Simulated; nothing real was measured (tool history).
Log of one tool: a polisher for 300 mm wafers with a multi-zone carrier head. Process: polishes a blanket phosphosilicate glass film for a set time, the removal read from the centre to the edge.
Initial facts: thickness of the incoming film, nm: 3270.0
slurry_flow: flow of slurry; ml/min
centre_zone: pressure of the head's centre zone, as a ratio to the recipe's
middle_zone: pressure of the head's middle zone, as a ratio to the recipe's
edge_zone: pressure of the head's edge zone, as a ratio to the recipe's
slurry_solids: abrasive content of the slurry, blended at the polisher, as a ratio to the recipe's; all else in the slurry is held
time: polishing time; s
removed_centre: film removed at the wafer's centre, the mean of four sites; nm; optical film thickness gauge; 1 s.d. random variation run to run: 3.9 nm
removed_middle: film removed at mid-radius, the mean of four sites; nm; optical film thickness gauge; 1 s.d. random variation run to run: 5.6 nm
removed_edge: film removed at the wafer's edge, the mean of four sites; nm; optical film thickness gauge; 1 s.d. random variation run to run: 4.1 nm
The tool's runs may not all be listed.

{"run": 1, "day": 0.0, "slurry_flow": 235, "centre_zone": 1, "middle_zone": 1, "edge_zone": 1, "slurry_solids": 1, "time": 52, "removed_centre": 260.9, "removed_middle": 260.73, "removed_edge": 256.7}
{"run": 2, "day": 0.212, "slurry_flow": 235, "centre_zone": 1, "middle_zone": 1, "edge_zone": 1, "slurry_solids": 1, "time": 41, "removed_centre": 204.8, "removed_middle": 209.27, "removed_edge": 203.1}
{"run": 3, "day": 0.35, "slurry_flow": 205, "centre_zone": 1, "middle_zone": 1, "edge_zone": 1, "slurry_solids": 1, "time": 41, "removed_centre": 204.75, "removed_middle": 201.03, "removed_edge": 200.99}
{"run": 4, "day": 0.608, "slurry_flow": 240, "centre_zone": 1, "middle_zone": 1, "edge_zone": 1, "slurry_solids": 1, "time": 41, "removed_centre": 205.78, "removed_middle": 212.1, "removed_edge": 203.5}
{"run": 5, "day": 0.838, "slurry_flow": 240, "centre_zone": 1, "middle_zone": 1, "edge_zone": 1, "slurry_solids": 1.1, "time": 41, "removed_centre": 221.47, "removed_middle": 219.58, "removed_edge": 216.38}
{"run": 6, "day": 1.05, "slurry_flow": 245, "centre_zone": 0.98, "middle_zone": 0.99, "edge_zone": 1.04, "slurry_solids": 1.2, "time": 45, "removed_centre": 251.4, "removed_middle": 255.75, "removed_edge": 252.75}
{"run": 7, "day": 1.329, "slurry_flow": 180, "centre_zone": 0.91, "middle_zone": 0.89, "edge_zone": 1.14, "slurry_solids": 1.45, "time": 59, "removed_centre": 312.12, "removed_middle": 312.28, "removed_edge": 365.83}
{"run": 8, "day": 1.65, "slurry_flow": 195, "centre_zone": 0.92, "middle_zone": 0.89, "edge_zone": 1.15, "slurry_solids": 1.45, "time": 60, "removed_centre": 325.3, "removed_middle": 315.51, "removed_edge": 383.42}
{"run": 9, "day": 2.025, "slurry_flow": 215, "centre_zone": 0.93, "middle_zone": 0.91, "edge_zone": 1.16, "slurry_solids": 1.45, "time": 60, "removed_centre": 341.35, "removed_middle": 335.01, "removed_edge": 383.49}
{"run": 10, "day": 2.15, "slurry_flow": 225, "centre_zone": 0.92, "middle_zone": 0.9, "edge_zone": 1.17, "slurry_solids": 1.45, "time": 61, "removed_centre": 341.28, "removed_middle": 327.07, "removed_edge": 392.81}
{"run": 11, "day": 2.442, "slurry_flow": 225, "centre_zone": 0.92, "middle_zone": 0.9, "edge_zone": 1.17, "slurry_solids": 1.45, "time": 62, "removed_centre": 344.47, "removed_middle": 339.24, "removed_edge": 398.46}
{"run": 12, "day": 2.696, "slurry_flow": 225, "centre_zone": 0.92, "middle_zone": 0.9, "edge_zone": 1.17, "slurry_solids": 1.45, "time": 63, "removed_centre": 350.11, "removed_middle": 355.16, "removed_edge": 407.58}

Run 13 comes next. What will it give?
{"run": 13, "day": 2.883, "slurry_flow": 230, "centre_zone": 0.93, "middle_zone": 0.89, "edge_zone": 1.17, "slurry_solids": 1.45, "time": 64, "removed_centre": "?", "removed_middle": "?", "removed_edge": "?"}

{"run 13": {"removed_centre": 358.43, "removed_middle": 351.45, "removed_edge": 408.06}}
